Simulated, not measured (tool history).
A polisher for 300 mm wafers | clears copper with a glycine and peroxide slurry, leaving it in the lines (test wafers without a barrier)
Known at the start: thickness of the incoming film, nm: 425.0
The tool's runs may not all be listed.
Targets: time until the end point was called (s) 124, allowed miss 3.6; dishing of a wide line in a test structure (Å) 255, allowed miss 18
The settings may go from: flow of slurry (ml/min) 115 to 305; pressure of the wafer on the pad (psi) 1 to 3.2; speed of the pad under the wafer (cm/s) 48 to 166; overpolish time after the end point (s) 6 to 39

| run | day | flow of slurry (ml/min) | pressure of the wafer on the pad (psi) | speed of the pad under the wafer (cm/s) | overpolish time after the end point (s) | time until the end point was called (s) | dishing of a wide line in a test structure (Å) |
|---|---|---|---|---|---|---|---|
| 1 | 0 | 195 | 2.1 | 106 | 20 | 95.425 | 456.14 |
| 2 | 0.329 | 145 | 2.1 | 106 | 20 | 97.497 | 445.25 |
| 3 | 0.667 | 145 | 2.1 | 96 | 20 | 104.21 | 419.64 |
| 4 | 0.883 | 145 | 2.1 | 108 | 20 | 99.153 | 439.58 |
| 5 | 1.033 | 185 | 2.1 | 108 | 20 | 95.16 | 450.41 |
| 6 | 1.279 | 185 | 2.1 | 108 | 15 | 95.058 | 379.37 |
| 7 | 1.542 | 185 | 1.9 | 108 | 13 | 101.66 | 318.32 |
| 8 | 1.779 | 180 | 1.7 | 108 | 13 | 111.53 | 300.64 |
| 9 | 1.821 | 175 | 1.6 | 108 | 12 | 118.53 | 271.56 |
| 10 | 1.996 | 170 | 1.6 | 108 | 12 | 118.07 | 274.82 |
| 11 | 2.033 | 165 | 1.6 | 108 | 12 | 119.6 | 264.44 |
| 12 | 2.304 | 160 | 1.6 | 108 | 12 | 119.12 | 259.21 |
| 13 | 2.521 | 155 | 1.6 | 108 | 12 | 119.66 | 271.58 |

Which of these 5 next moves meets every target?
| A | 2.738 | 145 | 1.5 | 132 | 11 | ? | ? |
| B | 2.738 | 185 | 1.3 | 128 | 14 | ? | ? |
| C | 2.738 | 240 | 1.5 | 100 | 12 | ? | ? |
| D | 2.738 | 120 | 2.1 | 90 | 14 | ? | ? |
| E | 2.738 | 165 | 1.7 | 102 | 11 | ? | ? |

| move | time until the end point was called (s) | dishing of a wide line in a test structure (Å) |
|---|---|---|
| A | 116.19 | 255.8 |
| B | 126.13 | 288.02 |
| C | 125.04 | 260.45 |
| D | 115.29 | 317.17 |
| E | 118.98 | 253.6 |
A: further off than the last run
B: brings the result that was furthest off to its target, and leaves another outside
C: meets every target
D: further off than the last run
E: further off than the last run
The right move is C.
